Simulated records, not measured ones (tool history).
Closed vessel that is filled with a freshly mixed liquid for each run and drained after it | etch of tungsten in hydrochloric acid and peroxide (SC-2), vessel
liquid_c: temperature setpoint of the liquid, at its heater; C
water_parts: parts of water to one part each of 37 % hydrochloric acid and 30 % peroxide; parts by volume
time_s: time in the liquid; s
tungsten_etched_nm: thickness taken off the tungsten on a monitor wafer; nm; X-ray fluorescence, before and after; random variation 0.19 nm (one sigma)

run,day,liquid_c,water_parts,time_s,tungsten_etched_nm
1,0,63,7,95,66.549
2,0.088,63,7,100,69.876
3,0.171,60,7,100,57.886
4,0.554,66.5,7,100,86.944
5,0.758,66.5,5.5,100,103.25
6,1,61.5,5.5,100,76.221
7,1.054,61.5,5.5,100,77.144

Forecast run 8:
8,1.358,57.5,5.5,100,?

{"run 8": {"tungsten_etched_nm": 59.824}}
